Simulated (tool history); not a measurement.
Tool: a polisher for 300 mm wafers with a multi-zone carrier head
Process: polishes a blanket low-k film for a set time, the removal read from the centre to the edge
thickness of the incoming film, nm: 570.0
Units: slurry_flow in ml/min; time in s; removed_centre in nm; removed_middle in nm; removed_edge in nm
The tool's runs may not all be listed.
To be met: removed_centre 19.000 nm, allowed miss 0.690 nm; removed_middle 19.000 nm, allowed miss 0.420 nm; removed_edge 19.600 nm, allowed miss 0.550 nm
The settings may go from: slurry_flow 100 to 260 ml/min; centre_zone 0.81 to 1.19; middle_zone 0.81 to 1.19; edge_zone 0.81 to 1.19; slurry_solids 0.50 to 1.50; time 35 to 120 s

run,day,slurry_flow,centre_zone,middle_zone,edge_zone,slurry_solids,time,removed_centre,removed_middle,removed_edge
1,0.000,165,1.00,1.00,1.00,1.00,77,31.960,32.015,31.793
2,0.246,165,0.95,1.00,1.00,1.00,77,30.672,32.235,32.030
3,0.421,155,0.94,0.97,0.96,0.85,73,25.287,25.658,26.318
4,0.562,155,0.94,0.97,0.96,0.85,64,21.820,22.518,22.787
5,0.633,130,0.94,0.97,0.96,0.85,64,21.552,21.966,22.451
6,0.946,115,0.94,0.97,0.96,0.85,64,21.190,21.649,22.227
7,1.271,115,0.93,0.95,0.92,0.85,64,20.802,21.442,21.569
8,1.542,115,0.93,0.95,0.92,0.85,64,20.631,21.178,21.775
9,1.762,115,0.93,0.94,0.89,0.80,64,19.554,19.795,20.202
10,2.083,110,0.93,0.93,0.88,0.80,64,19.765,19.463,19.968
11,2.388,110,0.92,0.93,0.88,0.80,64,19.723,19.643,19.846
12,2.417,110,0.91,0.92,0.88,0.80,64,19.185,19.535,19.806

4 next moves are on the table. One of them brings every result within its allowed miss. Which?
A,2.446,130,0.93,0.97,0.83,0.85,60,?,?,?
B,2.446,105,0.90,0.89,0.84,0.95,56,?,?,?
C,2.446,175,0.89,0.96,0.91,0.95,51,?,?,?
D,2.446,115,0.89,0.95,0.86,0.85,61,?,?,?

move,removed_centre,removed_middle,removed_edge
A,20.052,20.885,19.607
B,19.063,19.194,19.664
C,18.617,19.998,19.524
D,19.110,20.499,20.002
A: further off than the last run
B: meets every target
C: further off than the last run
D: further off than the last run
The right move is B.
